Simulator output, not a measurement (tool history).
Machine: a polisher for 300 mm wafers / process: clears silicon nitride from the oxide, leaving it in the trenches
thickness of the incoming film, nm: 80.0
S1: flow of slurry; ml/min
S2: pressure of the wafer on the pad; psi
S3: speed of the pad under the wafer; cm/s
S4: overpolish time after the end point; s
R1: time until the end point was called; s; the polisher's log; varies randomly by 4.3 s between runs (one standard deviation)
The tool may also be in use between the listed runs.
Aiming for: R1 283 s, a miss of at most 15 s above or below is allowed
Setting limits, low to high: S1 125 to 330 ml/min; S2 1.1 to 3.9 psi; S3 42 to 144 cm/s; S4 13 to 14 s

run	hour	S1	S2	S3	S4	R1
1	0	210	2.5	92	13	147.95
2	4.1	210	3	92	13	124.17
3	7.4	210	2.6	88	13	152.15
4	14.3	210	2.6	66	13	196.13
5	16.4	210	3	66	13	174.49
6	21.3	240	3	66	13	169.84
7	22.7	240	2.7	64	13	194.19
8	24.4	240	2.5	64	13	203.93
9	26.8	240	2.5	64	13	202.88
10	31	240	2.3	64	13	220.4
11	34.4	240	2.2	64	13	222.09
12	37.9	240	2.1	64	13	241.42

Exactly one of the 4 candidate moves below puts every result within its allowed miss. Which one?
A	41.4	190	2	80	13	?
B	41.4	270	2.5	66	13	?
C	41.4	220	1.8	60	13	?
D	41.4	265	2.7	60	14	?

move	R1
A	204.03
B	196.93
C	287.81
D	202.51
A: the biggest miss grows against the last run
B: the biggest miss grows against the last run
C: hits every target within its allowed miss
D: the biggest miss grows against the last run
The right move is C.
